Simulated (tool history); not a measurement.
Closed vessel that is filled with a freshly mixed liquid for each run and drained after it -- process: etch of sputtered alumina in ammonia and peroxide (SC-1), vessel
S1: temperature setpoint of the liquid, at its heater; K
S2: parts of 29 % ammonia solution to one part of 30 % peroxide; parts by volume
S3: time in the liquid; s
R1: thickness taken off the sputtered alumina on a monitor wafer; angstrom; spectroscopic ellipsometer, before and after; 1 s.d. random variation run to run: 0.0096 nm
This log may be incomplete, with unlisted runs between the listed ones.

Run 1, hour 0: S1 325.15 K, S2 0.4 parts by volume, S3 50 s. Result: R1 31.162 angstrom.
Run 2, hour 0.9: S1 325.15 K, S2 0.4 parts by volume, S3 40 s. Result: R1 24.816 angstrom.
Run 3, hour 7.1: S1 320.15 K, S2 0.4 parts by volume, S3 40 s. Result: R1 18.761 angstrom.
Run 4, hour 9.5: S1 315.65 K, S2 0.4 parts by volume, S3 40 s. Result: R1 14.469 angstrom.
Run 5, hour 14.5: S1 320.15 K, S2 0.4 parts by volume, S3 40 s. Result: R1 18.551 angstrom.
Run 6, hour 20.6: S1 320.15 K, S2 0.4 parts by volume, S3 50 s. Result: R1 23.31 angstrom.
Run 7, hour 27.6: S1 318.65 K, S2 0.4 parts by volume, S3 50 s. Result: R1 21.308 angstrom.

Run 8 is up next; what results do you expect?
Run 8, hour 28.7: S1 318.65 K, S2 0.4 parts by volume, S3 50 s. Result: R1 ?.

Run 8 yielded R1 21.452 angstrom.
